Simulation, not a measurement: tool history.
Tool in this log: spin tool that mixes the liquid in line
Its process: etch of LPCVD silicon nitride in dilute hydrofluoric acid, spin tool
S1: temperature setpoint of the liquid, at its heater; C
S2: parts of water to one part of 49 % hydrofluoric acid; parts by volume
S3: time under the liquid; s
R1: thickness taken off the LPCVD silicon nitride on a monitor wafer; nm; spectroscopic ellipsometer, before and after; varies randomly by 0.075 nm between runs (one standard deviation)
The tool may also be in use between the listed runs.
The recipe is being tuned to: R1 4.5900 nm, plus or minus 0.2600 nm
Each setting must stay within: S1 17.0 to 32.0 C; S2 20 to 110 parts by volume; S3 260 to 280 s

run  hour    S1  S2   S3      R1
  1   0.0  24.0  60  260  2.4491
  2   1.7  25.0  60  260  2.6048
  3   4.7  23.5  60  260  2.3432
  4   8.9  24.5  60  260  2.5435
  5  11.3  25.5  60  260  2.6503
  6  16.9  25.5  60  280  2.8491
  7  23.8  26.5  60  280  3.0313
  8  32.1  27.0  60  280  3.1920

Which one of the following 4 next-run settings gets every result inside its allowed miss? There is exactly one.
  A  40.4  26.5  40  280   ?
  B  40.4  28.5  55  275   ?
  C  40.4  20.0  65  260   ?
  D  40.4  27.5  50  280   ?

move      R1
   A  4.7811
   B  3.9046
   C  1.7865
   D  4.0966
A: in spec on every target
B: moves toward the targets from the last run without getting all of them in spec
C: misses by more than the last run did
D: moves toward the targets from the last run without getting all of them in spec
A is the move that brings every result within its allowed miss.

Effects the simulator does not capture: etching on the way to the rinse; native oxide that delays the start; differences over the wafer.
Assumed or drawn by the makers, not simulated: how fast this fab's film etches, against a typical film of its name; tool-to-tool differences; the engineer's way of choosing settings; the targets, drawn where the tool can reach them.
